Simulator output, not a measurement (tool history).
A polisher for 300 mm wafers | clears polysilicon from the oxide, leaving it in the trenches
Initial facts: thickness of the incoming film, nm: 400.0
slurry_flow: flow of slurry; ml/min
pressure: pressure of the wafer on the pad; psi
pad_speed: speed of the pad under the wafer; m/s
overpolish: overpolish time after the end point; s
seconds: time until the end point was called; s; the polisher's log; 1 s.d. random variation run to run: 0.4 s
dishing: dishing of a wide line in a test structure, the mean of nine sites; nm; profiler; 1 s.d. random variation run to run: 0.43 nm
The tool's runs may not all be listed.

run	hour	slurry_flow	pressure	pad_speed	overpolish	seconds	dishing
1	0	185	3	0.8	16	35.269	49.41
2	8.6	185	3	0.8	11	36.049	46.222
3	9.6	185	2.7	0.8	11	39.465	44.289
4	10.6	155	2.7	0.8	11	40.603	44.474
5	18.1	155	3.2	0.8	11	34.385	46.73
6	25	155	3.2	0.62	11	43.108	42.314
7	28.9	160	3.5	0.52	9	47.354	37.662
8	36.9	205	3.9	0.46	8	45.754	37.193
9	39	255	4.4	0.4	5	45.142	27.024
10	46.1	250	4.5	0.4	5	43.909	27.63
11	48.5	255	4.6	0.4	7	42.872	35.363
12	54.4	265	4.6	0.42	6	40.847	32.496
13	56.7	275	4.5	0.42	6	41.435	32.348
14	62.9	240	4.5	0.42	6	41.628	31.87
15	70.9	255	4.5	0.42	6	41.46	32.336
16	75.5	265	4.5	0.42	6	41.274	32.685
17	82.7	230	4.5	0.42	6	42.343	31.718

Expected results for the next run?
18	89.3	250	4.5	0.42	6	?	?

seconds: 41.997 s
dishing: 32.111 nm

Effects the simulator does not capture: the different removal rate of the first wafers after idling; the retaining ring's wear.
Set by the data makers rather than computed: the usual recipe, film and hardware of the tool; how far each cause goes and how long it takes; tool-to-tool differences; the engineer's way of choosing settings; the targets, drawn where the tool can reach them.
